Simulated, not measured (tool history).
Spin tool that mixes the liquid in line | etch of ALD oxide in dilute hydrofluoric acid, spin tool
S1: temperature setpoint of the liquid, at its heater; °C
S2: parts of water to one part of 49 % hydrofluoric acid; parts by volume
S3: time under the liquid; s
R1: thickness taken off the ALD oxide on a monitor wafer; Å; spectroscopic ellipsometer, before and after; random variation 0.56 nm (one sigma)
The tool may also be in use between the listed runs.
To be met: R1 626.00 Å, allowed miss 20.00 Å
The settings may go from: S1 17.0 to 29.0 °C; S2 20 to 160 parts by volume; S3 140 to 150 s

Run 1, hour 0.0: S1 21.0 °C, S2 90 parts by volume, S3 140 s. Result: R1 403.76 Å.
Run 2, hour 1.4: S1 22.0 °C, S2 90 parts by volume, S3 140 s. Result: R1 416.87 Å.
Run 3, hour 9.4: S1 22.5 °C, S2 90 parts by volume, S3 140 s. Result: R1 426.86 Å.
Run 4, hour 16.8: S1 23.0 °C, S2 90 parts by volume, S3 140 s. Result: R1 438.01 Å.
Run 5, hour 21.2: S1 23.5 °C, S2 90 parts by volume, S3 140 s. Result: R1 443.37 Å.
Run 6, hour 26.7: S1 23.5 °C, S2 90 parts by volume, S3 150 s. Result: R1 473.96 Å.
Run 7, hour 31.0: S1 24.0 °C, S2 90 parts by volume, S3 150 s. Result: R1 489.01 Å.
Run 8, hour 39.3: S1 24.5 °C, S2 90 parts by volume, S3 150 s. Result: R1 493.95 Å.
Run 9, hour 41.4: S1 25.0 °C, S2 90 parts by volume, S3 150 s. Result: R1 508.91 Å.

5 next moves are on the table. One of them brings every result within its allowed miss. Which?
Run A, hour 43.5: S1 25.5 °C, S2 70 parts by volume, S3 150 s. Result: R1 ?.
Run B, hour 43.5: S1 27.5 °C, S2 70 parts by volume, S3 140 s. Result: R1 ?.
Run C, hour 43.5: S1 25.5 °C, S2 75 parts by volume, S3 150 s. Result: R1 ?.
Run D, hour 43.5: S1 26.5 °C, S2 100 parts by volume, S3 150 s. Result: R1 ?.
Run E, hour 43.5: S1 25.0 °C, S2 95 parts by volume, S3 150 s. Result: R1 ?.

move      R1
   A  679.06
   B  685.88
   C  629.31
   D  473.90
   E  473.88
A: takes the result that was furthest off past its target
B: takes the result that was furthest off past its target
C: meets every target
D: further off than the last run
E: further off than the last run
Answer: C
